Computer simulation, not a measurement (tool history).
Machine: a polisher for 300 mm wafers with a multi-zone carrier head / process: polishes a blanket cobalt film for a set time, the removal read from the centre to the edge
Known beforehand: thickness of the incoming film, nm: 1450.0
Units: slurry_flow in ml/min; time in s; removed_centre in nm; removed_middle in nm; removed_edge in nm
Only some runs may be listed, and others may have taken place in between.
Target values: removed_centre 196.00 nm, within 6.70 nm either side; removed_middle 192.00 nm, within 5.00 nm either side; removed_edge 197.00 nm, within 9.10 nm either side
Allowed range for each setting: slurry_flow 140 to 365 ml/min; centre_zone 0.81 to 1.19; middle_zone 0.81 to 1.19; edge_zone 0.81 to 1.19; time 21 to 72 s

run,hour,slurry_flow,centre_zone,middle_zone,edge_zone,time,removed_centre,removed_middle,removed_edge
1,0.0,235,1.00,1.00,1.00,46,163.33,161.02,157.12
2,4.6,240,1.01,1.01,1.03,47,169.16,165.03,165.61
3,5.8,240,1.01,1.01,1.09,47,167.97,164.55,167.59
4,6.6,250,1.02,1.02,1.11,48,173.75,170.46,179.68
5,14.2,250,1.02,1.02,1.11,57,211.79,205.20,204.35
6,19.6,250,1.02,1.10,1.11,57,205.37,217.40,207.30
7,22.1,240,1.02,1.08,1.11,57,208.85,212.00,207.83
8,24.6,230,1.01,1.07,1.11,57,201.80,212.37,207.46
9,31.4,205,1.04,0.97,1.06,56,198.59,184.61,199.53
10,35.8,205,1.03,0.97,1.06,56,199.46,186.92,192.89

Which of these 5 next moves meets every target?
A,40.2,205,1.10,0.99,1.08,54,?,?,?
B,40.2,280,1.00,1.04,0.97,52,?,?,?
C,40.2,160,1.10,1.00,1.17,55,?,?,?
D,40.2,195,1.00,0.99,1.04,57,?,?,?
E,40.2,210,1.03,0.95,1.00,55,?,?,?

move,removed_centre,removed_middle,removed_edge
A,208.28,183.46,188.50
B,190.80,191.29,177.01
C,203.28,181.35,194.45
D,199.06,192.40,194.26
E,199.82,181.17,185.41
A: the biggest miss grows against the last run
B: the furthest-off result lands on target, but another misses its tolerance
C: the biggest miss grows against the last run
D: meets every target
E: the biggest miss grows against the last run
So the answer is move D, the one that meets all the targets.
